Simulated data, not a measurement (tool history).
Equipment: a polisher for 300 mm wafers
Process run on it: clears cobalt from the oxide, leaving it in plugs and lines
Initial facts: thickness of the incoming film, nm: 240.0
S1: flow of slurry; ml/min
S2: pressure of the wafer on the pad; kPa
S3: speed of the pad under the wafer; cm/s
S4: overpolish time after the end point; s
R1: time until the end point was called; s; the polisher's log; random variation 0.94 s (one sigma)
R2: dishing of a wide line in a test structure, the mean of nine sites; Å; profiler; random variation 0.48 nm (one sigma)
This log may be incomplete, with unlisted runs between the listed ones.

run 1 hour=0 | S1=230 S2=13.8 S3=80 S4=16 | R1=64.784 R2=385.09
run 2 hour=5.2 | S1=230 S2=13.8 S3=80 S4=14 | R1=63.742 R2=342.94
run 3 hour=11.4 | S1=230 S2=13.8 S3=88 S4=14 | R1=58.772 R2=361.38
run 4 hour=15.9 | S1=230 S2=13.8 S3=88 S4=19 | R1=60.089 R2=434.38
run 5 hour=21.1 | S1=225 S2=13.1 S3=90 S4=17 | R1=60.011 R2=422.18
run 6 hour=23.2 | S1=225 S2=13.1 S3=90 S4=11 | R1=58.729 R2=318.6
run 7 hour=25.4 | S1=240 S2=12.4 S3=88 S4=10 | R1=63.363 R2=277.61
run 8 hour=28 | S1=245 S2=11.7 S3=88 S4=9 | R1=67.738 R2=253.23
run 9 hour=34 | S1=310 S2=9.7 S3=92 S4=5 | R1=74.303 R2=148.43
run 10 hour=42.6 | S1=305 S2=9.7 S3=92 S4=5 | R1=75.346 R2=136.67
run 11 hour=44.7 | S1=295 S2=9.7 S3=92 S4=5 | R1=75.891 R2=146.83
run 12 hour=51.4 | S1=290 S2=9.7 S3=92 S4=5 | R1=75.863 R2=137.92
run 13 hour=57.1 | S1=285 S2=9.7 S3=92 S4=6 | R1=75.916 R2=165.84
run 14 hour=62.7 | S1=280 S2=9.7 S3=92 S4=6 | R1=75.357 R2=166.36
run 15 hour=66.5 | S1=275 S2=9.7 S3=92 S4=6 | R1=76.5 R2=165.25
-- hour=70.6 slurry nozzle cleaned
run 16 hour=70.6 | S1=270 S2=9.7 S3=92 S4=6 | R1=71.321 R2=174.53
run 17 hour=79.2 | S1=270 S2=9.7 S3=92 S4=6 | R1=70.735 R2=174.46
run 18 hour=82.3 | S1=270 S2=9.7 S3=90 S4=8 | R1=70.985 R2=222.42

Estimate the outcome of run 19 from the log above:
run 19 hour=86.4 | S1=275 S2=9.7 S3=90 S4=8 | R1=? R2=?

Run 19 came out at R1 71.308 s, R2 217.35 Å.
